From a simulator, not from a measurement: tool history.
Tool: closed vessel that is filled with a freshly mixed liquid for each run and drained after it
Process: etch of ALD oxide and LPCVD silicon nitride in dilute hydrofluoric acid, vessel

| run | hour | temperature setpoint of the liquid (C) | parts of water to one part of 49 % hydrofluoric acid (parts by volume) | time in the liquid (s) | thickness taken off the ALD oxide on a monitor wafer (Å) | thickness taken off the LPCVD silicon nitride on a monitor wafer (Å) |
|---|---|---|---|---|---|---|
| 1 | 0.0 | 22.0 | 180 | 60 | 91.126 | 2.1184 |
| 2 | 4.7 | 24.5 | 175 | 60 | 102.520 | 2.1364 |
| 3 | 10.1 | 26.0 | 175 | 60 | 108.400 | 1.8590 |
| 4 | 14.5 | 26.0 | 175 | 70 | 127.330 | 2.1132 |
| 5 | 20.5 | 23.5 | 175 | 70 | 116.560 | 2.2742 |
| 6 | 28.1 | 22.0 | 175 | 70 | 108.510 | 1.1583 |

The next listed run, before its measurement:
| 7 | 28.9 | 25.0 | 160 | 70 | ? | ? |

Run 7 gave thickness taken off the ALD oxide on a monitor wafer (Å) 135.650, thickness taken off the LPCVD silicon nitride on a monitor wafer (Å) 2.0630.

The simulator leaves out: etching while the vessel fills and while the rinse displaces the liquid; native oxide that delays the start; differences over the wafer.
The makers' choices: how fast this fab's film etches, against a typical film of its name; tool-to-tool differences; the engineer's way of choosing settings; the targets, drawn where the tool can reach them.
